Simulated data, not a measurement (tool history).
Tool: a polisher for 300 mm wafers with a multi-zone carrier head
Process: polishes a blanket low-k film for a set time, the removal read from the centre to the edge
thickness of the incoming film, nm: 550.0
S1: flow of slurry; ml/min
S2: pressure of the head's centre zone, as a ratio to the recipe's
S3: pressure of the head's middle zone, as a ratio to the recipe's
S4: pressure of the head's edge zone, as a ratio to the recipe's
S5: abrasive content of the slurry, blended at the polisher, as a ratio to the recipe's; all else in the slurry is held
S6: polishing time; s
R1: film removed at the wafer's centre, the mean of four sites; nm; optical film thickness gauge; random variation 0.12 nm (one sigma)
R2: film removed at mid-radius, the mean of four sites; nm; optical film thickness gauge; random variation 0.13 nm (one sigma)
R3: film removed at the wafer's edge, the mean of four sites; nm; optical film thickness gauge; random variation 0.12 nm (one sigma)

run 1 hour=0 | S1=220 S2=1 S3=1 S4=1 S5=1 S6=33 | R1=15.928 R2=15.726 R3=16.308
run 2 hour=8.4 | S1=215 S2=0.98 S3=0.98 S4=0.97 S5=0.85 S6=32 | R1=14.602 R2=14.721 R3=14.711
run 3 hour=12.6 | S1=265 S2=0.98 S3=0.98 S4=0.97 S5=0.85 S6=32 | R1=15.05 R2=14.854 R3=14.54
run 4 hour=16.3 | S1=260 S2=0.95 S3=0.95 S4=0.98 S5=0.75 S6=30 | R1=12.96 R2=13.082 R3=13.527
run 5 hour=17.4 | S1=260 S2=0.95 S3=0.95 S4=0.98 S5=0.75 S6=25 | R1=11.097 R2=10.916 R3=11.266
run 6 hour=20.8 | S1=260 S2=0.95 S3=0.95 S4=1.01 S5=0.75 S6=25 | R1=10.927 R2=11.052 R3=11.501

Forecast run 7:
run 7 hour=28.6 | S1=260 S2=0.94 S3=0.94 S4=1 S5=0.7 S6=25 | R1=? R2=? R3=?

Run 7 gave R1 10.629 nm, R2 10.386 nm, R3 11.146 nm.
